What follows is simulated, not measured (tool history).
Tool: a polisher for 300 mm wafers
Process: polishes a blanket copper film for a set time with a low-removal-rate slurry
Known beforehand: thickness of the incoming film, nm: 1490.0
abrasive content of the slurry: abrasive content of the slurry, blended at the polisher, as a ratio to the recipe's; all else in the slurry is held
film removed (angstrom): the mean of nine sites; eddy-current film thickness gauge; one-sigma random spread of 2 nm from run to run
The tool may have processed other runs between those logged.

| run | hour | flow of slurry (ml/min) | pressure of the wafer on the pad (psi) | speed of the pad under the wafer (cm/s) | abrasive content of the slurry | polishing time (s) | film removed (angstrom) |
|---|---|---|---|---|---|---|---|
| 1 | 0 | 180 | 2.6 | 130 | 1 | 62 | 2035.5 |
| 2 | 3 | 205 | 2.6 | 130 | 1 | 62 | 2109.2 |
| 3 | 7.9 | 205 | 2.6 | 130 | 1 | 62 | 2088.5 |
| 4 | 14.5 | 205 | 3.2 | 130 | 1 | 62 | 2522.6 |
| 5 | 18.6 | 205 | 3.2 | 130 | 1.15 | 62 | 2574.8 |
| 6 | 21.1 | 205 | 2.6 | 126 | 1.15 | 62 | 2085.7 |

Run 7 has not been measured yet. What should we expect?
| 7 | 22.2 | 200 | 2.2 | 124 | 1.15 | 62 | ? |

{"run 7": {"film removed (angstrom)": 1774.1}}

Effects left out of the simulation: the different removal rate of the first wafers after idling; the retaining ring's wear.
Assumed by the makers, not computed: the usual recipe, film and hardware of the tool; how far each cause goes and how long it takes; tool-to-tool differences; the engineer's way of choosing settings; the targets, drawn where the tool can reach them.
